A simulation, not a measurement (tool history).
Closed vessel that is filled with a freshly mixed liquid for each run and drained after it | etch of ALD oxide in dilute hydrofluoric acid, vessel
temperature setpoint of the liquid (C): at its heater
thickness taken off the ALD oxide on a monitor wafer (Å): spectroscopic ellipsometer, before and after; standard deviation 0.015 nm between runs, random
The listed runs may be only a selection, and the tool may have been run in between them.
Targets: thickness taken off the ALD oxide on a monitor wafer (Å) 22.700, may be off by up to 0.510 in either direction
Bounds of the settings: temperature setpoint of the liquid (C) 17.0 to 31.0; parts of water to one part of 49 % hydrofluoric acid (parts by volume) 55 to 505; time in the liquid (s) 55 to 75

| run | hour | temperature setpoint of the liquid (C) | parts of water to one part of 49 % hydrofluoric acid (parts by volume) | time in the liquid (s) | thickness taken off the ALD oxide on a monitor wafer (Å) |
|---|---|---|---|---|---|
| 1 | 0.0 | 23.0 | 280 | 75 | 41.359 |
| 2 | 1.9 | 22.0 | 300 | 75 | 36.475 |
| 3 | 7.8 | 21.0 | 315 | 75 | 33.534 |
| 4 | 13.0 | 18.5 | 315 | 75 | 30.085 |
| 5 | 20.6 | 21.5 | 315 | 75 | 33.585 |
| 6 | 29.6 | 21.5 | 315 | 75 | 33.548 |
| 7 | 31.8 | 20.5 | 325 | 75 | 31.606 |
| 8 | 33.3 | 17.0 | 390 | 75 | 21.697 |

Of the 4 settings listed for the next run, only one would bring every result within its allowed miss of target. Which one?
| A | 34.8 | 17.0 | 320 | 55 | ? |
| B | 34.8 | 17.0 | 400 | 75 | ? |
| C | 34.8 | 20.5 | 325 | 55 | ? |
| D | 34.8 | 17.0 | 395 | 75 | ? |

| move | thickness taken off the ALD oxide on a monitor wafer (Å) |
|---|---|
| A | 20.661 |
| B | 21.145 |
| C | 23.029 |
| D | 21.496 |
A: its largest miss is bigger than the last run's
B: its largest miss is bigger than the last run's
C: all results in spec
D: its largest miss is bigger than the last run's
The move that meets every target is C.
